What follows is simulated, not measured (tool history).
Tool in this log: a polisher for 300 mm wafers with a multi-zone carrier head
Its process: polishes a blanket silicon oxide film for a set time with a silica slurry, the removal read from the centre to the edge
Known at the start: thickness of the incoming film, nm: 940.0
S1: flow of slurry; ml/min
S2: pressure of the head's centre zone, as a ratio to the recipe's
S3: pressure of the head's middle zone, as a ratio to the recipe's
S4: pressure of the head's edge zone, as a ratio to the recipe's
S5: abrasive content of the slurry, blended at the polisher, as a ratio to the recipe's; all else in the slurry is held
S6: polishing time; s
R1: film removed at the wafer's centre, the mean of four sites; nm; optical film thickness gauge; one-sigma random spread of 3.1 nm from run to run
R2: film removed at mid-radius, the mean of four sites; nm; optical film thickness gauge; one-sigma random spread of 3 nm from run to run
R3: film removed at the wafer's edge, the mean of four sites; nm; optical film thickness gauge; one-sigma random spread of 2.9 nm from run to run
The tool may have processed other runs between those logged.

run  hour   S1    S2    S3    S4    S5  S6      R1      R2      R3
  1   0.0  230  1.00  1.00  1.00  1.00  83  301.24  289.76  304.70
  2   9.0  230  1.00  1.00  0.92  1.00  83  299.76  303.72  281.89
  3  11.9  230  1.00  1.00  0.89  1.00  83  301.54  295.05  279.43
  4  14.7  225  0.98  0.96  0.89  0.95  83  285.17  279.65  279.77
  5  20.0  225  0.98  0.96  0.89  1.05  83  295.89  278.44  288.47
  6  28.2  280  0.98  0.96  0.89  1.05  83  303.22  293.32  297.36
  7  32.7  275  0.97  0.93  0.88  0.95  82  287.75  280.64  281.35
  8  34.8  260  0.96  0.90  0.88  0.90  81  277.42  266.63  271.52
  9  36.3  250  0.95  0.88  0.89  0.85  79  257.43  242.75  269.18
 10  43.9  245  0.95  0.87  0.87  0.80  79  252.12  235.82  256.03
 11  52.5  235  0.95  0.86  0.86  0.80  79  251.00  230.89  249.95

The next listed run, before its measurement:
 12  59.6  230  0.94  0.85  0.86  0.80  79   ?   ?   ?

{"run 12": {"R1": 253.2, "R2": 232.2, "R3": 254.15}}
